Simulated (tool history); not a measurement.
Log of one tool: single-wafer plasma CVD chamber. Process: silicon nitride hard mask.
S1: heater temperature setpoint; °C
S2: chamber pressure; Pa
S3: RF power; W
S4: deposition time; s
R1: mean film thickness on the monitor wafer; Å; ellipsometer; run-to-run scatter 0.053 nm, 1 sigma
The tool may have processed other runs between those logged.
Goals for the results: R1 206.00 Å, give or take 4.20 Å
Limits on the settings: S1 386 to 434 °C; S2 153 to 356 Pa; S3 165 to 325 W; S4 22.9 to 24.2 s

run 1 hour=0.0 | S1=410 S2=255 S3=245 S4=24.2 | R1=234.12
run 2 hour=0.8 | S1=402 S2=255 S3=245 S4=24.2 | R1=235.94
run 3 hour=3.4 | S1=402 S2=247 S3=245 S4=24.2 | R1=235.10
run 4 hour=5.1 | S1=410 S2=247 S3=245 S4=24.2 | R1=233.50
run 5 hour=12.5 | S1=410 S2=241 S3=240 S4=24.2 | R1=229.08
run 6 hour=18.7 | S1=410 S2=285 S3=240 S4=24.2 | R1=234.83
-- hour=26.9 capacitance manometer re-zeroed and calibrated
run 7 hour=26.9 | S1=410 S2=280 S3=235 S4=24.2 | R1=228.57
run 8 hour=28.5 | S1=410 S2=277 S3=230 S4=24.2 | R1=224.54
run 9 hour=31.5 | S1=410 S2=273 S3=230 S4=24.2 | R1=224.15
run 10 hour=32.5 | S1=410 S2=269 S3=230 S4=24.2 | R1=223.26
run 11 hour=34.8 | S1=410 S2=265 S3=230 S4=24.2 | R1=223.50

Below are 5 possible settings for the next run. Only one of them brings all results inside the allowed miss of their targets. Which is it?
run A hour=37.1 | S1=386 S2=268 S3=245 S4=24.2 | R1=?
run B hour=37.1 | S1=406 S2=292 S3=225 S4=23.3 | R1=?
run C hour=37.1 | S1=415 S2=233 S3=230 S4=22.9 | R1=?
run D hour=37.1 | S1=412 S2=251 S3=210 S4=23.2 | R1=?
run E hour=37.1 | S1=415 S2=281 S3=235 S4=22.9 | R1=?

move=A R1=237.78
move=B R1=214.69
move=C R1=206.25
move=D R1=196.21
move=E R1=216.39
A: further off than the last run
B: closes in on the targets versus the last run, not all within tolerance yet
C: meets every target
D: carries the result that was furthest off beyond its target, to the other side
E: closes in on the targets versus the last run, not all within tolerance yet
The right move is C.
